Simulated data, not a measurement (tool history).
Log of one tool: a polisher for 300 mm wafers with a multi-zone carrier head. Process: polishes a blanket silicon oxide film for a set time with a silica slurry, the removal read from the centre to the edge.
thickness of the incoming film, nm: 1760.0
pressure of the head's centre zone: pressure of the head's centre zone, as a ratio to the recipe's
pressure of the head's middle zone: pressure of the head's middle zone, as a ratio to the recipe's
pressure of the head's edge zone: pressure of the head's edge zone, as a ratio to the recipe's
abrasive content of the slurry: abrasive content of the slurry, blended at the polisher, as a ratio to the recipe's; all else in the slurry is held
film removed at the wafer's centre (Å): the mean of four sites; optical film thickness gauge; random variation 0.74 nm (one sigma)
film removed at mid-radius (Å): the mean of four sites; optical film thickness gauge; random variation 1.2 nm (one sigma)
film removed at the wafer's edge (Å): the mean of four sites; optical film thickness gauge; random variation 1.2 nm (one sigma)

run,hour,flow of slurry (ml/min),pressure of the head's centre zone,pressure of the head's middle zone,pressure of the head's edge zone,abrasive content of the slurry,polishing time (s),film removed at the wafer's centre (Å),film removed at mid-radius (Å),film removed at the wafer's edge (Å)
1,0.0,170,1.00,1.00,1.00,1.00,47,1358.60,1347.80,1386.00
2,8.0,170,1.00,1.00,0.92,1.00,47,1338.10,1301.40,1299.40
3,10.3,165,0.98,0.97,0.90,0.90,47,1228.10,1210.50,1195.70
4,11.5,155,0.98,0.93,0.91,0.80,46,1097.60,1010.10,1071.10
5,18.0,145,0.97,0.91,0.90,0.80,46,1067.90,1004.40,1061.10
6,19.6,140,0.96,0.89,0.89,0.80,46,1049.70,973.44,1065.20

Estimate the outcome of run 7 from the log above:
7,23.2,135,0.96,0.88,0.88,0.75,46,?,?,?

{"run 7": {"film removed at the wafer's centre (Å)": 974.86, "film removed at mid-radius (Å)": 902.38, "film removed at the wafer's edge (Å)": 976.32}}

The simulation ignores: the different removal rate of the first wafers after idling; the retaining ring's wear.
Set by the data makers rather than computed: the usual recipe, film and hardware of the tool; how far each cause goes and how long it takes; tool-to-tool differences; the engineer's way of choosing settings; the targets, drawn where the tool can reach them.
